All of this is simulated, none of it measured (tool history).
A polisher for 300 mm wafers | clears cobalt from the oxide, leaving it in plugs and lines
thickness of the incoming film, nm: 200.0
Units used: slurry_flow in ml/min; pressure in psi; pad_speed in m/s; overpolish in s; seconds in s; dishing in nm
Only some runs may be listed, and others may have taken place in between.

{"run": 1, "hour": 0.0, "slurry_flow": 265, "pressure": 1.7, "pad_speed": 0.96, "overpolish": 21, "seconds": 54.783, "dishing": 41.978}
{"run": 2, "hour": 6.9, "slurry_flow": 265, "pressure": 1.9, "pad_speed": 0.96, "overpolish": 22, "seconds": 51.052, "dishing": 44.355}
{"run": 3, "hour": 13.2, "slurry_flow": 320, "pressure": 1.9, "pad_speed": 0.96, "overpolish": 22, "seconds": 49.958, "dishing": 44.402}
{"run": 4, "hour": 14.2, "slurry_flow": 320, "pressure": 1.6, "pad_speed": 0.96, "overpolish": 22, "seconds": 57.315, "dishing": 41.677}
{"run": 5, "hour": 17.0, "slurry_flow": 320, "pressure": 1.8, "pad_speed": 0.98, "overpolish": 23, "seconds": 50.587, "dishing": 45.188}
{"run": 6, "hour": 24.7, "slurry_flow": 320, "pressure": 1.9, "pad_speed": 1.0, "overpolish": 24, "seconds": 46.998, "dishing": 46.681}

Estimate the outcome of run 7 from the log above:
{"run": 7, "hour": 30.2, "slurry_flow": 320, "pressure": 2.0, "pad_speed": 1.0, "overpolish": 26, "seconds": "?", "dishing": "?"}

seconds: 44.805 s
dishing: 50.293 nm
